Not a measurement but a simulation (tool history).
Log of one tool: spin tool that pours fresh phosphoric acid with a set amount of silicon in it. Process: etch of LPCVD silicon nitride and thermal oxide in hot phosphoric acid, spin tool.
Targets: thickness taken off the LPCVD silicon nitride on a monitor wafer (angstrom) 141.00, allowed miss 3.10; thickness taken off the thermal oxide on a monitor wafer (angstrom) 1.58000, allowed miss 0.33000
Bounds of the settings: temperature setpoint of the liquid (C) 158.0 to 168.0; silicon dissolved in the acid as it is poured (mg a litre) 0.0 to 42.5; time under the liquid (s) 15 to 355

run	hour	temperature setpoint of the liquid (C)	silicon dissolved in the acid as it is poured (mg a litre)	time under the liquid (s)	thickness taken off the LPCVD silicon nitride on a monitor wafer (angstrom)	thickness taken off the thermal oxide on a monitor wafer (angstrom)
1	0.0	163.0	18.5	180	201.74	4.04380
2	6.7	162.5	20.5	175	193.61	3.68720
3	12.6	162.0	23.0	170	184.99	3.07500
4	13.1	162.0	23.0	110	119.64	2.01560
5	19.7	162.0	23.0	165	178.82	2.73130
6	22.9	162.0	23.0	235	255.75	4.13120
7	30.7	161.5	23.5	225	241.67	3.91680
8	35.8	159.0	35.5	135	132.61	1.12120
9	43.5	159.5	35.0	135	135.36	1.26240
10	49.7	159.5	34.5	135	134.29	1.23330
11	50.3	159.5	34.0	135	134.95	1.31510
12	53.1	159.5	34.0	135	134.76	1.34880

4 next moves are on the table. One of them brings every result within its allowed miss. Which?
A	55.9	158.0	37.0	135	?	?
B	55.9	159.0	29.0	145	?	?
C	55.9	160.0	29.5	120	?	?
D	55.9	159.5	36.0	130	?	?

move	thickness taken off the LPCVD silicon nitride on a monitor wafer (angstrom)	thickness taken off the thermal oxide on a monitor wafer (angstrom)
A	128.63	0.94326
B	142.91	1.57680
C	122.32	1.37850
D	130.30	1.07220
A: further off than the last run
B: meets every target
C: further off than the last run
D: further off than the last run
Answer: B

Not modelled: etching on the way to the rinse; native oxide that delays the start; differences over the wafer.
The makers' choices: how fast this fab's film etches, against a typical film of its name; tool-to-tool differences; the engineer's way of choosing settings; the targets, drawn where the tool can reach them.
